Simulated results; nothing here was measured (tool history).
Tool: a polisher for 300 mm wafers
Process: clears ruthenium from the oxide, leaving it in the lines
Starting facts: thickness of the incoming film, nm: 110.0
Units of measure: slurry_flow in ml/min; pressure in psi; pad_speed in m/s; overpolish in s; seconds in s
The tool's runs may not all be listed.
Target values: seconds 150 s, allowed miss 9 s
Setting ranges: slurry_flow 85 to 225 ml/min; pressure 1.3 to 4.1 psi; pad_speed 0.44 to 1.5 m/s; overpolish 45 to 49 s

{"run": 1, "day": 0.0, "slurry_flow": 145, "pressure": 2.7, "pad_speed": 0.96, "overpolish": 45, "seconds": 78.563}
{"run": 2, "day": 0.104, "slurry_flow": 145, "pressure": 2.7, "pad_speed": 1.06, "overpolish": 45, "seconds": 72.791}
{"run": 3, "day": 0.171, "slurry_flow": 145, "pressure": 3.1, "pad_speed": 1.06, "overpolish": 45, "seconds": 64.578}
{"run": 4, "day": 0.454, "slurry_flow": 145, "pressure": 3.1, "pad_speed": 1.06, "overpolish": 45, "seconds": 62.955}
{"run": 5, "day": 0.7, "slurry_flow": 145, "pressure": 3.1, "pad_speed": 1.06, "overpolish": 45, "seconds": 63.182}
{"run": 6, "day": 0.992, "slurry_flow": 145, "pressure": 2.9, "pad_speed": 1.02, "overpolish": 45, "seconds": 70.685}
{"run": 7, "day": 1.204, "slurry_flow": 145, "pressure": 2.7, "pad_speed": 0.98, "overpolish": 45, "seconds": 78.851}
{"run": 8, "day": 1.321, "slurry_flow": 145, "pressure": 2.5, "pad_speed": 0.96, "overpolish": 45, "seconds": 86.207}
{"run": 9, "day": 1.421, "slurry_flow": 140, "pressure": 1.8, "pad_speed": 0.8, "overpolish": 45, "seconds": 136.75}

Pick the move, out of 5, that brings all results within their allowed miss; only one does.
{"run": "A", "day": 1.521, "slurry_flow": 145, "pressure": 2, "pad_speed": 0.8, "overpolish": 45, "seconds": "?"}
{"run": "B", "day": 1.521, "slurry_flow": 170, "pressure": 1.7, "pad_speed": 0.88, "overpolish": 49, "seconds": "?"}
{"run": "C", "day": 1.521, "slurry_flow": 175, "pressure": 1.9, "pad_speed": 0.8, "overpolish": 45, "seconds": "?"}
{"run": "D", "day": 1.521, "slurry_flow": 145, "pressure": 1.9, "pad_speed": 0.8, "overpolish": 49, "seconds": "?"}
{"run": "E", "day": 1.521, "slurry_flow": 150, "pressure": 1.8, "pad_speed": 0.7, "overpolish": 45, "seconds": "?"}

move=A seconds=121.27
move=B seconds=125
move=C seconds=120.77
move=D seconds=127.38
move=E seconds=148.06
A: further off than the last run
B: further off than the last run
C: further off than the last run
D: further off than the last run
E: all results land within tolerance of their targets
E is the move that brings every result within its allowed miss.
